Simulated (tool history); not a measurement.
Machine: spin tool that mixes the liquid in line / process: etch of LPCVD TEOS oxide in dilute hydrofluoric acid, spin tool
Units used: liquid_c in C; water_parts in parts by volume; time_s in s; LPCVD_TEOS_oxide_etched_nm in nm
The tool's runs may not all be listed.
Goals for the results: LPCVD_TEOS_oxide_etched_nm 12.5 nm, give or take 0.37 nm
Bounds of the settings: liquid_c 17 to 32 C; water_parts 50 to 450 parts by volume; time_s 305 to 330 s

run,hour,liquid_c,water_parts,time_s,LPCVD_TEOS_oxide_etched_nm
1,0,24,250,305,20.398
2,5.8,24,250,330,21.875
3,13.1,24,250,305,20.453
4,13.7,24,250,305,19.944
5,18.5,24,165,305,34.395
# hour 20.2: hydrofluoric acid flow meter replaced
6,20.2,22,205,305,27.352
7,26.2,22.5,245,305,22.233
8,28.4,25,265,305,22.09
9,32.8,22.5,270,305,19.901
10,37,23.5,300,305,17.938
11,41.1,23.5,330,305,15.612
12,46,23.5,350,305,14.635
13,49,23.5,350,305,14.378
14,54.6,23.5,360,305,13.99

Consider the 4 candidate settings below. Which is the only one whose results all fall within their allowed miss of target?
A,60.2,22,425,330,?
B,60.2,22.5,330,330,?
C,60.2,23,385,305,?
D,60.2,24.5,420,305,?

move,LPCVD_TEOS_oxide_etched_nm
A,11.708
B,16.675
C,12.787
D,11.938
A: pushes the last run's worst result past its target
B: lands further from the targets than the last run did
C: hits every target within its allowed miss
D: pushes the last run's worst result past its target
The move that meets every target is C.
